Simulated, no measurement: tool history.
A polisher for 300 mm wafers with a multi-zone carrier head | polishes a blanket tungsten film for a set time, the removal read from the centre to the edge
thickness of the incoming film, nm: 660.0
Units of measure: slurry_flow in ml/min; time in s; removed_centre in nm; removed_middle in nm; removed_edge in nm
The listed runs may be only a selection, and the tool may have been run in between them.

run  hour  slurry_flow  centre_zone  middle_zone  edge_zone  slurry_solids  time  removed_centre  removed_middle  removed_edge
  1   0.0          175         1.00         1.00       1.00           1.00    31          154.00          139.46        140.06
  2   4.1          180         1.00         1.00       1.04           1.05    31          155.01          142.38        146.62
  3   7.6          180         1.00         1.00       1.04           1.05    24          121.20          107.13        113.48
  4  12.8          180         0.94         1.00       1.04           1.05    24          113.60          107.69        112.01
  5  13.4          185         0.97         1.02       1.07           1.15    25          123.63          116.64        121.06
  6  14.1          190         0.99         1.02       1.09           1.25    26          133.72          126.00        132.26
  7  16.5          195         1.01         1.03       1.11           1.30    27          142.70          131.70        136.23
  8  23.1          195         1.01         1.02       1.12           1.35    28          149.81          135.61        146.81
  9  31.7          200         1.02         1.03       1.13           1.40    29          160.26          147.34        154.17
     40.6  -- centre zone pressure recalibrated
 10  40.6          205         1.02         1.03       1.14           1.40    29          148.65          145.73        148.76

The next listed run, before its measurement:
 11  49.2          195         1.02         1.04       1.14           1.40    29               ?               ?             ?

removed_centre: 146.47 nm
removed_middle: 146.60 nm
removed_edge: 151.49 nm

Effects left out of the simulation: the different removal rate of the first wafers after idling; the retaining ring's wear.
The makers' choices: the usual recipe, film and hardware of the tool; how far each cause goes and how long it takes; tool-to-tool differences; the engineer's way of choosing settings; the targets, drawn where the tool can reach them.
